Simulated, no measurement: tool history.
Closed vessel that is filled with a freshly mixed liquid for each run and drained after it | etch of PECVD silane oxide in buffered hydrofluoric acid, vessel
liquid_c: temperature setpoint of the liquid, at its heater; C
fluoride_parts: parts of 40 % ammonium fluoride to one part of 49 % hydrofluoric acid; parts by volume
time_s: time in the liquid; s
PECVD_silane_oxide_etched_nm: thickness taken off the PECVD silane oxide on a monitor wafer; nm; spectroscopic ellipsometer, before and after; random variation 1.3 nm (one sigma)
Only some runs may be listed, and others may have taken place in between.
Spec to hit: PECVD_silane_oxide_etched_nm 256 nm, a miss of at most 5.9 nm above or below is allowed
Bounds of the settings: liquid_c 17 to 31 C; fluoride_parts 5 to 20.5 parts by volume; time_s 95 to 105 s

run    day  liquid_c  fluoride_parts  time_s  PECVD_silane_oxide_etched_nm
  1      0        23            12.5      95                        140.28
  2  0.212        23            12.5      95                        138.73
  3  0.279        23               9      95                        184.91
  4  0.479        23              11      95                         158.1
  5   0.85      24.5              11      95                        172.33
  6  1.125      24.5             9.5      95                        195.02
  7  1.442      25.5             9.5      95                        204.21
  8  1.512      26.5             9.5      95                        218.42
  9  1.567        27             9.5      95                        222.91

Consider the 4 candidate settings below. Which is the only one whose results all fall within their allowed miss of target?
  A  1.621        24             6.5      95                             ?
  B  1.621        31              11     100                             ?
  C  1.621        24               9     105                             ?
  D  1.621        27              10     100                             ?

move  PECVD_silane_oxide_etched_nm
   A                        272.89
   B                        254.23
   C                        215.48
   D                        225.82
A: carries the result that was furthest off beyond its target, to the other side
B: every result lands within tolerance
C: the biggest miss grows against the last run
D: an improvement on the last run, though not all results are within tolerance
Correct choice: B, which meets every target

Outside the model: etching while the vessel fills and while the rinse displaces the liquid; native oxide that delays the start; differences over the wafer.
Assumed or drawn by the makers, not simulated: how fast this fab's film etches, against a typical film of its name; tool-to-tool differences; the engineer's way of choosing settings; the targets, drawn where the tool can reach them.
